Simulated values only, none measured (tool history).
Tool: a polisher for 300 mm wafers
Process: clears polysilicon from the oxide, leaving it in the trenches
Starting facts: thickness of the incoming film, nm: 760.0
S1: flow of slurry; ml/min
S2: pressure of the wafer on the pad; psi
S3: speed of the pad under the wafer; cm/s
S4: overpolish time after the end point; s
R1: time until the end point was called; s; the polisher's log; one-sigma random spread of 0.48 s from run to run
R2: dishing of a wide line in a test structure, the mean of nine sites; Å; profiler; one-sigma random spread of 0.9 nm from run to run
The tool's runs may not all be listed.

run 1 day=0 | S1=310 S2=2.5 S3=92 S4=22 | R1=56.956 R2=783.13
run 2 day=0.129 | S1=310 S2=2.7 S3=92 S4=19 | R1=52.814 R2=747.78
run 3 day=0.312 | S1=310 S2=2.9 S3=92 S4=20 | R1=48.673 R2=766.62
run 4 day=0.538 | S1=310 S2=3.1 S3=92 S4=19 | R1=47.077 R2=752.75
run 5 day=0.608 | S1=310 S2=3.1 S3=92 S4=10 | R1=47.245 R2=699.46
run 6 day=0.758 | S1=310 S2=3.2 S3=92 S4=12 | R1=46.137 R2=729.91
run 7 day=0.804 | S1=310 S2=3.3 S3=94 S4=12 | R1=43.452 R2=742.89

Estimate the outcome of run 8 from the log above:
run 8 day=1.021 | S1=310 S2=3.9 S3=96 S4=8 | R1=? R2=?

R1: 38.115 s
R2: 706.11 Å
